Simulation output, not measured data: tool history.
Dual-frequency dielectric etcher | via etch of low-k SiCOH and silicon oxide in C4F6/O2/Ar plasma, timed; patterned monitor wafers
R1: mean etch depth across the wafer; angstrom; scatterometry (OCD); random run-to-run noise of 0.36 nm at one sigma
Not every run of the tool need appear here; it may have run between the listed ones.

Run 1, hour 0.0: source power (kW) 0.360, bias power (kW) 0.194, etch time (s) 49. Result: R1 1125.2 angstrom.
Run 2, hour 8.9: source power (kW) 0.380, bias power (kW) 0.194, etch time (s) 49. Result: R1 1151.2 angstrom.
Run 3, hour 11.8: source power (kW) 0.350, bias power (kW) 0.182, etch time (s) 49. Result: R1 1075.4 angstrom.
Run 4, hour 18.4: source power (kW) 0.330, bias power (kW) 0.177, etch time (s) 49. Result: R1 1045.1 angstrom.
Run 5, hour 20.6: source power (kW) 0.330, bias power (kW) 0.177, etch time (s) 51. Result: R1 1082.2 angstrom.
Run 6, hour 21.3: source power (kW) 0.330, bias power (kW) 0.155, etch time (s) 51. Result: R1 1026.6 angstrom.

Run 7 is up next; what results do you expect?
Run 7, hour 28.3: source power (kW) 0.320, bias power (kW) 0.151, etch time (s) 51. Result: R1 ?.

R1: 1006.3 angstrom

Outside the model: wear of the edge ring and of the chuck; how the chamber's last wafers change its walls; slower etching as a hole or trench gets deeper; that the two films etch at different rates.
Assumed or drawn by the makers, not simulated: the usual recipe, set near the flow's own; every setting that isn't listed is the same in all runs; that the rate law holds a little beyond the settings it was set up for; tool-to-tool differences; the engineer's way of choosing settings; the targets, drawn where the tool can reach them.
